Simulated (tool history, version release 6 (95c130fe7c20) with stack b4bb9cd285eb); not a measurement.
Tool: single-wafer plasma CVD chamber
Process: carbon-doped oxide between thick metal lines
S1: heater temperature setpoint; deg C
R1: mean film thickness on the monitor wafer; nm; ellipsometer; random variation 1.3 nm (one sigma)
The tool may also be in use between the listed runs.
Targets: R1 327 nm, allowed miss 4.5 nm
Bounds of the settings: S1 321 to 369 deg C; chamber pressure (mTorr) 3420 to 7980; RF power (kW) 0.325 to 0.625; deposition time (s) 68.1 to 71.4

run 1 hour=0 | S1=345 chamber_pressure_(mTorr)=5700 RF_power_(kW)=0.475 deposition_time_(s)=71.4 | R1=360.72
run 2 hour=1.4 | S1=337 chamber_pressure_(mTorr)=5700 RF_power_(kW)=0.475 deposition_time_(s)=71.4 | R1=367.74
run 3 hour=7.7 | S1=341 chamber_pressure_(mTorr)=5330 RF_power_(kW)=0.47 deposition_time_(s)=71.4 | R1=357.95
run 4 hour=14.4 | S1=341 chamber_pressure_(mTorr)=5330 RF_power_(kW)=0.47 deposition_time_(s)=71.4 | R1=357.29
run 5 hour=23.3 | S1=341 chamber_pressure_(mTorr)=6140 RF_power_(kW)=0.47 deposition_time_(s)=71.4 | R1=365.87
run 6 hour=32.2 | S1=341 chamber_pressure_(mTorr)=6140 RF_power_(kW)=0.47 deposition_time_(s)=71.4 | R1=366.31
run 7 hour=34.1 | S1=344 chamber_pressure_(mTorr)=5780 RF_power_(kW)=0.465 deposition_time_(s)=71.4 | R1=357.58
run 8 hour=38.5 | S1=347 chamber_pressure_(mTorr)=5490 RF_power_(kW)=0.46 deposition_time_(s)=71.4 | R1=351.91

Which of these 4 next moves meets every target?
run A hour=42.9 | S1=347 chamber_pressure_(mTorr)=5040 RF_power_(kW)=0.44 deposition_time_(s)=68.9 | R1=?
run B hour=42.9 | S1=351 chamber_pressure_(mTorr)=5700 RF_power_(kW)=0.46 deposition_time_(s)=69 | R1=?
run C hour=42.9 | S1=356 chamber_pressure_(mTorr)=5320 RF_power_(kW)=0.43 deposition_time_(s)=68.7 | R1=?
run D hour=42.9 | S1=347 chamber_pressure_(mTorr)=4330 RF_power_(kW)=0.415 deposition_time_(s)=69.7 | R1=?

move=A R1=325.85
move=B R1=337.25
move=C R1=316.28
move=D R1=310.82
A: meets every target
B: nearer than the last run, and not there yet
C: takes the result that was furthest off past its target
D: takes the result that was furthest off past its target
The right move is A.
